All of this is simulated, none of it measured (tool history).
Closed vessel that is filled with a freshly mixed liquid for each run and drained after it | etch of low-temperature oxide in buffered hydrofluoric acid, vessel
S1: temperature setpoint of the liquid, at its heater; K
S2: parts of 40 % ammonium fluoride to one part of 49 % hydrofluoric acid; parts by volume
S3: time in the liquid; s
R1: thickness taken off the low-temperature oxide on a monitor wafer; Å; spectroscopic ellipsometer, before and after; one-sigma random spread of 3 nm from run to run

run 1 day=0.000 | S1=295.15 S2=10.0 S3=100 | R1=2693.7
run 2 day=0.300 | S1=295.65 S2=10.0 S3=100 | R1=2748.8
run 3 day=0.633 | S1=295.65 S2=12.0 S3=100 | R1=2377.2
run 4 day=0.796 | S1=295.65 S2=12.0 S3=100 | R1=2345.4
run 5 day=1.083 | S1=295.65 S2=12.0 S3=105 | R1=2477.4
run 6 day=1.258 | S1=295.65 S2=12.0 S3=105 | R1=2445.2

For run 7, what comes out?
run 7 day=1.292 | S1=296.65 S2=12.0 S3=105 | R1=?

Run 7 produced R1 2623.4 Å.
